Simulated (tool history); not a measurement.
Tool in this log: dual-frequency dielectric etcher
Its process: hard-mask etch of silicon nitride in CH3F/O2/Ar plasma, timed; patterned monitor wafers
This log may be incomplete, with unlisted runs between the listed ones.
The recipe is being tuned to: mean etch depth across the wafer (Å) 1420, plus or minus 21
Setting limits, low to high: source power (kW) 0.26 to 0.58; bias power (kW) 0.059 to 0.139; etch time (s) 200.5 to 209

run    day  source power (kW)  bias power (kW)  etch time (s)  mean etch depth across the wafer (Å)
  1      0               0.42            0.099          200.5                                1688.1
  2  0.092               0.38            0.096          200.5                                1572.8
  3  0.346               0.45            0.096          200.5                                1713.2
  4  0.696               0.45            0.087          200.5                                1611.1
  5  0.971               0.42            0.087          200.5                                1569.4
  6    1.1               0.42            0.087          200.5                                1566.6
  7  1.125               0.34            0.083          200.5                                1358.9
  8  1.246               0.34            0.083          200.5                                1362.7
  9  1.425               0.35            0.083          200.5                                1380.3

Which single option among these 4 for the next run brings every result within its allowed miss of target? Just one does.
  A  1.604               0.34            0.079            209                                     ?
  B  1.604               0.39            0.071          203.5                                     ?
  C  1.604               0.41            0.076            201                                     ?
  D  1.604               0.36            0.075          207.5                                     ?

move  mean etch depth across the wafer (Å)
   A                                1376.2
   B                                1345.3
   C                                1424.6
   D                                1362.8
A: lands further from the targets than the last run did
B: lands further from the targets than the last run did
C: meets every target
D: lands further from the targets than the last run did
Answer: C

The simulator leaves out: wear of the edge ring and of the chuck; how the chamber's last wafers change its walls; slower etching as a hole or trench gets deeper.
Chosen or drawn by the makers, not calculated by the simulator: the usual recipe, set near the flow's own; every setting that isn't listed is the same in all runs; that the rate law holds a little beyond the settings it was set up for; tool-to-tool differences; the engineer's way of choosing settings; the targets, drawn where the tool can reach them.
